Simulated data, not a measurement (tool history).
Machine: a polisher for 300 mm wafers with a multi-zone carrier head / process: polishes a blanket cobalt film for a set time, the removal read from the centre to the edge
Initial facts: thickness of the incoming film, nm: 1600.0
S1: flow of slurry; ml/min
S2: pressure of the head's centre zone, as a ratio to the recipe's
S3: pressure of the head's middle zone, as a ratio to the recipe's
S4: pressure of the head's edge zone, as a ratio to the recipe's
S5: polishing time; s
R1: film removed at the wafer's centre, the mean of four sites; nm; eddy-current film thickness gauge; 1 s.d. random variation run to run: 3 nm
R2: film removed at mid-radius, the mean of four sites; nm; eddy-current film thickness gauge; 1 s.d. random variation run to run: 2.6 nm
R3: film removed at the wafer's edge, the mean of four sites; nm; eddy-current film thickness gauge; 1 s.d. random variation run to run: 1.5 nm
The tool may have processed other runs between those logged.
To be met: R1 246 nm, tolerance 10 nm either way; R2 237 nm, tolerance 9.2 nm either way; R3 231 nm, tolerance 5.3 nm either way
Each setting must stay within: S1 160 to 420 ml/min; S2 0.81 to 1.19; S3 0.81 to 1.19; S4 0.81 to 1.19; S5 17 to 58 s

{"run": 1, "hour": 0.0, "S1": 270, "S2": 1, "S3": 1, "S4": 1, "S5": 37, "R1": 282.86, "R2": 289.21, "R3": 284.43}
{"run": 2, "hour": 6.5, "S1": 270, "S2": 1, "S3": 1, "S4": 1.07, "S5": 37, "R1": 276.12, "R2": 283.55, "R3": 290.9}
{"run": 3, "hour": 13.9, "S1": 265, "S2": 1, "S3": 0.99, "S4": 1.04, "S5": 36, "R1": 271.76, "R2": 265.19, "R3": 280.29}
{"run": 4, "hour": 19.3, "S1": 260, "S2": 1, "S3": 0.99, "S4": 1.01, "S5": 35, "R1": 264.23, "R2": 266.63, "R3": 270.99}
{"run": 5, "hour": 20.6, "S1": 260, "S2": 1, "S3": 0.99, "S4": 1.06, "S5": 35, "R1": 265.26, "R2": 262.08, "R3": 274.17}
{"run": 6, "hour": 27.5, "S1": 255, "S2": 1, "S3": 0.99, "S4": 1.03, "S5": 34, "R1": 251.51, "R2": 254.81, "R3": 263.54}
{"run": 7, "hour": 35.6, "S1": 250, "S2": 1.01, "S3": 0.99, "S4": 1, "S5": 34, "R1": 258.01, "R2": 256.25, "R3": 257.16}
{"run": 8, "hour": 39.6, "S1": 240, "S2": 1.01, "S3": 0.99, "S4": 0.99, "S5": 34, "R1": 259.62, "R2": 261.32, "R3": 258.36}
{"run": 9, "hour": 48.4, "S1": 245, "S2": 1.02, "S3": 0.93, "S4": 0.89, "S5": 31, "R1": 235.96, "R2": 225.28, "R3": 225.02}
{"run": 10, "hour": 55.3, "S1": 250, "S2": 1.02, "S3": 0.94, "S4": 0.89, "S5": 31, "R1": 239.95, "R2": 223.96, "R3": 228.36}
{"run": 11, "hour": 64.3, "S1": 250, "S2": 1.02, "S3": 0.95, "S4": 0.89, "S5": 31, "R1": 238.56, "R2": 226.28, "R3": 225.42}
{"run": 12, "hour": 72.0, "S1": 250, "S2": 1.02, "S3": 0.96, "S4": 0.89, "S5": 31, "R1": 238.16, "R2": 226.9, "R3": 224.1}

Pick the move, out of 4, that brings all results within their allowed miss; only one does.
{"run": "A", "hour": 79.7, "S1": 215, "S2": 0.98, "S3": 0.94, "S4": 0.87, "S5": 31, "R1": "?", "R2": "?", "R3": "?"}
{"run": "B", "hour": 79.7, "S1": 295, "S2": 1, "S3": 0.96, "S4": 0.86, "S5": 32, "R1": "?", "R2": "?", "R3": "?"}
{"run": "C", "hour": 79.7, "S1": 320, "S2": 0.94, "S3": 0.99, "S4": 0.81, "S5": 31, "R1": "?", "R2": "?", "R3": "?"}
{"run": "D", "hour": 79.7, "S1": 205, "S2": 1.08, "S3": 0.89, "S4": 0.86, "S5": 31, "R1": "?", "R2": "?", "R3": "?"}

move=A R1=231.87 R2=224.64 R3=217.69
move=B R1=249.95 R2=240.88 R3=226.96
move=C R1=228.83 R2=240.78 R3=214.86
move=D R1=254.73 R2=213.87 R3=216.19
A: moves away from the targets compared with the last run
B: all results in spec
C: moves away from the targets compared with the last run
D: moves away from the targets compared with the last run
So the answer is move B, the one that meets all the targets.
